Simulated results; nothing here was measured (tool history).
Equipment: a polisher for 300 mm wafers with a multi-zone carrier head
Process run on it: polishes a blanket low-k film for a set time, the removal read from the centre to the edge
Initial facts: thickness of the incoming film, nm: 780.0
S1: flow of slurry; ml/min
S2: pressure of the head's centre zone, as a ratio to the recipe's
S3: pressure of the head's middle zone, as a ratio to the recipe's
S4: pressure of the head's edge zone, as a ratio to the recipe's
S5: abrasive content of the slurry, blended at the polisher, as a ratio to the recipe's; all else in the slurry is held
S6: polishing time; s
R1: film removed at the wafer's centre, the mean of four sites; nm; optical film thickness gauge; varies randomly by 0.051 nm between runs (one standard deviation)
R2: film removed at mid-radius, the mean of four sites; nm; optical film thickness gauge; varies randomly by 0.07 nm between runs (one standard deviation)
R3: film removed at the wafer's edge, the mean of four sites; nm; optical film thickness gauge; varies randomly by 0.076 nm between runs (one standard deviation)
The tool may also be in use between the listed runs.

run  hour   S1    S2    S3    S4    S5  S6       R1       R2       R3
  1   0.0  185  1.00  1.00  1.00  1.00  32  10.3740  10.0340  10.0350
  2   8.2  185  1.00  1.00  0.94  1.00  32  10.4070  10.2100   9.8665
  3  13.7  220  1.00  1.00  0.94  1.00  32  10.6060  10.1730   9.9315
  4  14.7  225  1.01  0.97  0.93  0.85  29   9.0491   8.5896   8.3495
  5  21.8  225  0.96  0.97  0.93  0.85  29   8.7821   8.6255   8.6064
  6  23.4  225  0.96  0.97  0.93  0.85  35  10.5940  10.1650  10.3310
  7  26.3  190  1.01  0.87  0.83  0.60  26   6.7136   5.8307   6.0531
  8  31.6  180  1.01  0.87  0.82  0.60  26   6.6070   5.8219   5.9766

For run 9, what comes out?
  9  36.5  175  1.01  0.86  0.82  0.60  26   ?   ?   ?

{"run 9": {"R1": 6.6219, "R2": 5.6904, "R3": 5.9363}}

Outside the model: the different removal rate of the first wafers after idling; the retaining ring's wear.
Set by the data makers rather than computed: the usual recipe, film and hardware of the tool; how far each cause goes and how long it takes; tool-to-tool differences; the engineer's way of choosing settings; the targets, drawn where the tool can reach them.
